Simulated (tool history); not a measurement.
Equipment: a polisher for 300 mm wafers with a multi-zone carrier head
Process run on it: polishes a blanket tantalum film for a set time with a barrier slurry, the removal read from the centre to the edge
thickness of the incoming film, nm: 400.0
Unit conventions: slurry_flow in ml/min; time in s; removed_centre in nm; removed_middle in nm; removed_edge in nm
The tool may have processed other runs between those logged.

run,hour,slurry_flow,centre_zone,middle_zone,edge_zone,slurry_solids,time,removed_centre,removed_middle,removed_edge
1,0,140,1,1,1,1,39,46.651,45.727,50.039
2,4.3,155,0.99,1.05,1.03,1.05,39,47.634,50.538,50.913
3,9.1,165,0.97,1.06,1.06,1.15,39,47.689,51.923,52.964
4,9.9,165,0.97,1.06,1.12,1.15,39,47.872,51.431,55.637
5,16.3,165,0.97,1.06,1.05,1.15,39,47.762,51.806,53.51
6,23.7,175,0.97,1.09,1.07,1.2,39,48.646,54.647,54.128

For run 7, what comes out?
7,30.8,180,0.97,1.11,1.09,1.25,39,?,?,?

Run 7 produced removed_centre 50.096 nm, removed_middle 57.15 nm, removed_edge 56.748 nm.
